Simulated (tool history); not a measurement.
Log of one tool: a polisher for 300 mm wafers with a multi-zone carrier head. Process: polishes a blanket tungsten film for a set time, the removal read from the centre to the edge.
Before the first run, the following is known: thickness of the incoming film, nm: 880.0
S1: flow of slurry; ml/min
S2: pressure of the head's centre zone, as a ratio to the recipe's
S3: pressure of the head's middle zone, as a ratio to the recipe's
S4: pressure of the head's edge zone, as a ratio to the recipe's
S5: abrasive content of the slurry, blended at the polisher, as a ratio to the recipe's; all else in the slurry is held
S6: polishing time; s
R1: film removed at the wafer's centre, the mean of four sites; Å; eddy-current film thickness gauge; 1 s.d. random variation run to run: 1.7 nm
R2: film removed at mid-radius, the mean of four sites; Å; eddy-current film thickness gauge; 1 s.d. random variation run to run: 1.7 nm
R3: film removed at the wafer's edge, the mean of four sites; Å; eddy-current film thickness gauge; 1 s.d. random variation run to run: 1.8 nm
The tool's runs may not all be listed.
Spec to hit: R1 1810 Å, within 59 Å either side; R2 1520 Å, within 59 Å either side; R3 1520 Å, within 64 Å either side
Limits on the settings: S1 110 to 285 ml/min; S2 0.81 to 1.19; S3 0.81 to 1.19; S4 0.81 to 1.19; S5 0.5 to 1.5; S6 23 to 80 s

| run | hour | S1 | S2 | S3 | S4 | S5 | S6 | R1 | R2 | R3 |
|---|---|---|---|---|---|---|---|---|---|---|
| 1 | 0 | 180 | 1 | 1 | 1 | 1 | 51 | 3286.5 | 3152.6 | 3191.5 |
| 2 | 2.7 | 180 | 1 | 1 | 1 | 0.9 | 51 | 3130 | 3011.6 | 3125.9 |
| 3 | 4.4 | 180 | 1 | 1 | 1 | 0.75 | 51 | 2943.3 | 2822.9 | 2888.5 |
| 4 | 6.5 | 180 | 0.92 | 1 | 1 | 0.75 | 51 | 2676.4 | 2869.5 | 2917.8 |
| 5 | 7.7 | 180 | 0.97 | 0.98 | 0.95 | 0.65 | 43 | 2247.6 | 2196.4 | 2246.9 |
| 6 | 12.6 | 180 | 1 | 0.97 | 0.91 | 0.6 | 40 | 2084 | 1953.3 | 1975.8 |
| 7 | 19.5 | 175 | 1.02 | 0.96 | 0.88 | 0.55 | 38 | 1914.9 | 1772.6 | 1772.9 |
| 8 | 22.5 | 165 | 1.05 | 0.95 | 0.86 | 0.55 | 38 | 1947.7 | 1724.6 | 1716.3 |
| 9 | 26.6 | 130 | 1.07 | 0.91 | 0.81 | 0.5 | 35 | 1639.2 | 1366.4 | 1405.9 |
| 10 | 27.3 | 145 | 1.07 | 0.91 | 0.81 | 0.5 | 35 | 1652.7 | 1407.5 | 1398.2 |
| 11 | 33.4 | 175 | 1.11 | 0.92 | 0.91 | 0.65 | 35 | 2104.7 | 1667.9 | 1772.9 |
| 12 | 39.6 | 125 | 1.08 | 0.93 | 0.81 | 0.7 | 35 | 1874.3 | 1629.8 | 1639.2 |
| 13 | 43.1 | 135 | 1.11 | 0.94 | 0.81 | 0.5 | 32 | 1584.1 | 1282.8 | 1316 |
| 14 | 51.8 | 160 | 1.1 | 0.95 | 0.83 | 0.5 | 32 | 1620.7 | 1346.5 | 1351.6 |
| 15 | 56.7 | 160 | 1.1 | 0.95 | 0.83 | 0.5 | 32 | 1612.5 | 1353.1 | 1337.4 |

Consider the 4 candidate settings below. Which is the only one whose results all fall within their allowed miss of target?
| A | 61.6 | 210 | 0.97 | 1.14 | 0.81 | 0.5 | 30 | ? | ? | ? |
| B | 61.6 | 110 | 0.91 | 0.93 | 0.96 | 0.65 | 35 | ? | ? | ? |
| C | 61.6 | 220 | 1.05 | 1.07 | 0.81 | 0.7 | 29 | ? | ? | ? |
| D | 61.6 | 190 | 1.08 | 0.93 | 0.84 | 0.5 | 35 | ? | ? | ? |

| move | R1 | R2 | R3 |
|---|---|---|---|
| A | 1375.1 | 1537.8 | 1290.6 |
| B | 1461.8 | 1496.6 | 1684.6 |
| C | 1713.9 | 1675 | 1483.7 |
| D | 1754 | 1485.1 | 1516.4 |
A: its largest miss is bigger than the last run's
B: its largest miss is bigger than the last run's
C: nearer than the last run, and not there yet
D: every result lands within tolerance
So the answer is move D, the one that meets all the targets.

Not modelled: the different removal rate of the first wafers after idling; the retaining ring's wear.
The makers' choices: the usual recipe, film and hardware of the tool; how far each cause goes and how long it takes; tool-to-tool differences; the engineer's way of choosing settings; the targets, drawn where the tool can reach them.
